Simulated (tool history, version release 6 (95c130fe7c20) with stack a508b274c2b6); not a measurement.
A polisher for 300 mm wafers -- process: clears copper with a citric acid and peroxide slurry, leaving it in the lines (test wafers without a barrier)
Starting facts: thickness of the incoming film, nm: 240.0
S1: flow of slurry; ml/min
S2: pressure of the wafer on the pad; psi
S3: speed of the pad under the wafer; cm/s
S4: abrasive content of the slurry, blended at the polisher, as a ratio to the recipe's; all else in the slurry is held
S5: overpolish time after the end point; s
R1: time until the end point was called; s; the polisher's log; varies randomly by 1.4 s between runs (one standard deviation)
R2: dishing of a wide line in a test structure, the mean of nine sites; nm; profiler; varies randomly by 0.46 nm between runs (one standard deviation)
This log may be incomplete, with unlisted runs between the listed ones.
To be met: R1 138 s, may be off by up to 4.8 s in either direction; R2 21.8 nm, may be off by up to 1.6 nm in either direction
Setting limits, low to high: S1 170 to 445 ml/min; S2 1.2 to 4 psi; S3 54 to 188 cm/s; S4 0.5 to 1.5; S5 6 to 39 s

| run | day | S1 | S2 | S3 | S4 | S5 | R1 | R2 |
|---|---|---|---|---|---|---|---|---|
| 1 | 0 | 285 | 2.6 | 120 | 1 | 20 | 115.48 | 28.651 |
| 2 | 0.167 | 285 | 2.5 | 120 | 1 | 19 | 118.67 | 25.796 |
| 3 | 0.454 | 260 | 2.5 | 120 | 1 | 19 | 119.85 | 26.648 |
| 4 | 0.754 | 260 | 2.5 | 108 | 1 | 19 | 126.63 | 24.871 |
| 5 | 0.967 | 260 | 2.5 | 108 | 1.15 | 19 | 124.46 | 25.434 |
| 6 | 1.092 | 260 | 2.5 | 134 | 1.15 | 19 | 110.87 | 27.905 |
| 7 | 1.304 | 260 | 2.4 | 134 | 1.15 | 19 | 113.12 | 27.579 |
| 8 | 1.333 | 260 | 2.3 | 134 | 1.15 | 19 | 118.03 | 25.657 |
| 9 | 1.658 | 260 | 2.2 | 134 | 1.15 | 19 | 124.2 | 25.974 |
| 10 | 1.946 | 260 | 1.9 | 132 | 1.15 | 15 | 146.66 | 19.426 |
| 11 | 2.046 | 265 | 2.1 | 132 | 1.15 | 17 | 130.22 | 22.65 |

Exactly one of the 5 candidate moves below puts every result within its allowed miss. Which one?
| A | 2.146 | 270 | 2.2 | 142 | 1.05 | 15 | ? | ? |
| B | 2.146 | 260 | 2 | 152 | 1.1 | 14 | ? | ? |
| C | 2.146 | 250 | 2.5 | 128 | 0.75 | 17 | ? | ? |
| D | 2.146 | 290 | 2.2 | 118 | 1 | 17 | ? | ? |
| E | 2.146 | 305 | 2.2 | 132 | 1.15 | 15 | ? | ? |

| move | R1 | R2 |
|---|---|---|
| A | 121.7 | 22.012 |
| B | 127 | 20.097 |
| C | 122.67 | 24.188 |
| D | 136.69 | 22.18 |
| E | 124.06 | 21.689 |
A: its largest miss is bigger than the last run's
B: its largest miss is bigger than the last run's
C: its largest miss is bigger than the last run's
D: in spec on every target
E: its largest miss is bigger than the last run's
So the answer is move D, the one that meets all the targets.
